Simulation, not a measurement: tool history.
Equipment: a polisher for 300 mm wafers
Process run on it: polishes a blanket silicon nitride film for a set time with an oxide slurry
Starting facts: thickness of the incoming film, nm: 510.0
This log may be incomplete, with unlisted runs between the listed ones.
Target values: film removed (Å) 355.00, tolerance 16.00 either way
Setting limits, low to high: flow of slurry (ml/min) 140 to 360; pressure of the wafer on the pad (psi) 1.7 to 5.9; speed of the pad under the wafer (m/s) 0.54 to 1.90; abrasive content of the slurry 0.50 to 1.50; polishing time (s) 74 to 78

run,hour,flow of slurry (ml/min),pressure of the wafer on the pad (psi),speed of the pad under the wafer (m/s),abrasive content of the slurry,polishing time (s),film removed (Å)
1,0.0,230,3.8,1.22,1.00,74,428.46
2,7.2,230,3.7,1.22,1.00,74,414.71
3,12.7,285,3.7,1.22,1.00,74,417.62
4,14.5,285,3.6,1.22,1.00,74,415.61
5,23.0,285,3.5,1.22,1.00,74,406.99
6,31.2,285,3.5,1.22,1.00,78,429.10
7,33.4,285,3.4,1.22,1.00,78,417.55
8,42.0,285,3.3,1.22,1.00,78,413.24
9,50.3,285,3.2,1.22,1.00,78,405.13
10,51.6,285,3.1,1.22,1.00,78,387.31
# hour 55.8: slurry blender recalibrated
11,55.8,285,2.9,1.22,1.00,78,403.30
12,57.6,285,2.8,1.20,1.00,78,392.47
13,58.9,285,2.8,1.20,1.00,78,391.03
14,61.8,285,2.7,1.20,1.00,78,383.28

Which single option among these 4 for the next run brings every result within its allowed miss of target? Just one does.
A,64.7,325,2.6,1.08,1.10,76,?
B,64.7,290,3.1,1.16,0.90,78,?
C,64.7,330,3.1,1.18,0.85,74,?
D,64.7,290,2.8,1.24,1.00,74,?

move,film removed (Å)
A,358.09
B,411.38
C,393.12
D,394.73
A: all results in spec
B: moves away from the targets compared with the last run
C: moves away from the targets compared with the last run
D: moves away from the targets compared with the last run
Go with A: it meets all targets.
